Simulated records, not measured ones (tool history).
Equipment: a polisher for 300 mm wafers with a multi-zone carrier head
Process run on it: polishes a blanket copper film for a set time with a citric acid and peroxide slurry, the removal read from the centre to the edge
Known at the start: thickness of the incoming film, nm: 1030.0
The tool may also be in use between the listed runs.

run  hour  flow of slurry (ml/min)  pressure of the head's centre zone  pressure of the head's middle zone  pressure of the head's edge zone  abrasive content of the slurry  polishing time (s)  film removed at the wafer's centre (Å)  film removed at mid-radius (Å)  film removed at the wafer's edge (Å)
  1   0.0                      210                                1.00                                1.00                              1.00                            1.00                  36                                  980.69                          976.89                                976.98
  2   3.3                      210                                1.00                                1.00                              1.08                            1.00                  36                                  985.44                         1000.40                                993.08
  3  10.9                      210                                1.00                                1.00                              1.08                            1.00                  42                                 1146.80                         1127.30                               1177.10
  4  17.0                      220                                1.03                                1.01                              1.09                            1.10                  43                                 1238.90                         1214.20                               1223.80
  5  24.4                      225                                1.05                                1.00                              1.10                            1.20                  44                                 1293.80                         1255.30                               1287.50
  6  25.3                      235                                1.08                                1.00                              1.11                            1.25                  44                                 1360.80                         1248.90                               1307.90
  7  27.3                      245                                1.10                                1.02                              1.12                            1.30                  44                                 1389.90                         1310.20                               1347.70
  8  35.2                      255                                1.12                                1.03                              1.12                            1.30                  44                                 1479.10                         1313.70                               1348.50

The next listed run, before its measurement:
  9  36.3                      265                                1.12                                1.04                              1.12                            1.30                  44                                       ?                               ?                                     ?

{"run 9": {"film removed at the wafer's centre (Å)": 1457.3, "film removed at mid-radius (Å)": 1328.2, "film removed at the wafer's edge (Å)": 1329.7}}

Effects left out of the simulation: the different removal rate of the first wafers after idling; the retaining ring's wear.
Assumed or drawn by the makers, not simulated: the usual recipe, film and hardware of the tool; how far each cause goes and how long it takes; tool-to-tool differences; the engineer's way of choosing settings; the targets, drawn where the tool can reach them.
